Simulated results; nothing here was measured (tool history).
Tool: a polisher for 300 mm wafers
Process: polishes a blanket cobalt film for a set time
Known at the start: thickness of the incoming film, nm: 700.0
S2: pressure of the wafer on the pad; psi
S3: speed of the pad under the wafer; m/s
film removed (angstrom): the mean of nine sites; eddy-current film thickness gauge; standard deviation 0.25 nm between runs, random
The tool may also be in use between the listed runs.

{"run": 1, "day": 0.0, "flow of slurry (ml/min)": 140, "S2": 1.4, "S3": 0.8, "polishing time (s)": 19, "film removed (angstrom)": 447.85}
{"run": 2, "day": 0.267, "flow of slurry (ml/min)": 135, "S2": 1.3, "S3": 0.8, "polishing time (s)": 19, "film removed (angstrom)": 419.8}
{"run": 3, "day": 0.312, "flow of slurry (ml/min)": 135, "S2": 1.6, "S3": 0.8, "polishing time (s)": 19, "film removed (angstrom)": 508.34}
{"run": 4, "day": 0.654, "flow of slurry (ml/min)": 130, "S2": 1.4, "S3": 0.8, "polishing time (s)": 19, "film removed (angstrom)": 438.74}
{"run": 5, "day": 0.946, "flow of slurry (ml/min)": 95, "S2": 1.4, "S3": 0.8, "polishing time (s)": 19, "film removed (angstrom)": 415.22}
{"run": 6, "day": 1.033, "flow of slurry (ml/min)": 95, "S2": 1.3, "S3": 0.8, "polishing time (s)": 19, "film removed (angstrom)": 385.48}
{"run": 7, "day": 1.188, "flow of slurry (ml/min)": 95, "S2": 1.2, "S3": 0.8, "polishing time (s)": 19, "film removed (angstrom)": 355.67}
{"run": 8, "day": 1.338, "flow of slurry (ml/min)": 95, "S2": 1.1, "S3": 0.8, "polishing time (s)": 19, "film removed (angstrom)": 328.95}
{"run": 9, "day": 1.371, "flow of slurry (ml/min)": 90, "S2": 1.0, "S3": 0.8, "polishing time (s)": 19, "film removed (angstrom)": 293.52}

Predict the results of run 10:
{"run": 10, "day": 1.521, "flow of slurry (ml/min)": 85, "S2": 0.9, "S3": 0.8, "polishing time (s)": 19, "film removed (angstrom)": "?"}

film removed (angstrom): 258.42
